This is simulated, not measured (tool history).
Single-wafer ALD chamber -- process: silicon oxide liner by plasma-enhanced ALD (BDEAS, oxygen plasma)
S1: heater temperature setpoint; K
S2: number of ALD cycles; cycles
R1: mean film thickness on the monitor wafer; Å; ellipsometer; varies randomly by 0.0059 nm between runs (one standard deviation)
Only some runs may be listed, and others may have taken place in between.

run 1 hour=0.0 | S1=598.15 S2=26 | R1=22.694
run 2 hour=8.7 | S1=598.15 S2=29 | R1=25.270
run 3 hour=11.2 | S1=598.15 S2=27 | R1=23.641
run 4 hour=13.3 | S1=594.15 S2=27 | R1=23.705
run 5 hour=18.5 | S1=587.15 S2=27 | R1=23.927
run 6 hour=19.0 | S1=587.15 S2=25 | R1=22.139
run 7 hour=25.8 | S1=587.15 S2=26 | R1=23.034

Estimate the outcome of run 8 from the log above:
run 8 hour=29.3 | S1=587.15 S2=27 | R1=?

{"run 8": {"R1": 24.005}}
